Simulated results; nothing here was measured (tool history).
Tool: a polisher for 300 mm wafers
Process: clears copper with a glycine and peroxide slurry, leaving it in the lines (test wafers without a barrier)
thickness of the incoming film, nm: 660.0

run,hour,flow of slurry (ml/min),pressure of the wafer on the pad (psi),speed of the pad under the wafer (m/s),overpolish time after the end point (s),time until the end point was called (s),dishing of a wide line in a test structure (nm)
1,0.0,280,2.9,1.26,19,107.55,77.403
2,1.0,280,2.5,1.24,22,124.47,77.264
3,6.9,280,2.9,1.24,22,109.96,87.105
4,9.5,280,2.5,1.22,24,127.43,82.024
5,13.5,280,3.1,1.22,24,103.12,95.659
6,16.0,350,3.1,1.22,24,102.61,93.744
7,16.5,345,2.3,1.14,31,137.93,91.398

Forecast run 8:
8,20.5,345,2.1,1.14,31,?,?

Run 8 gave time until the end point was called (s) 146.33, dishing of a wide line in a test structure (nm) 88.042.
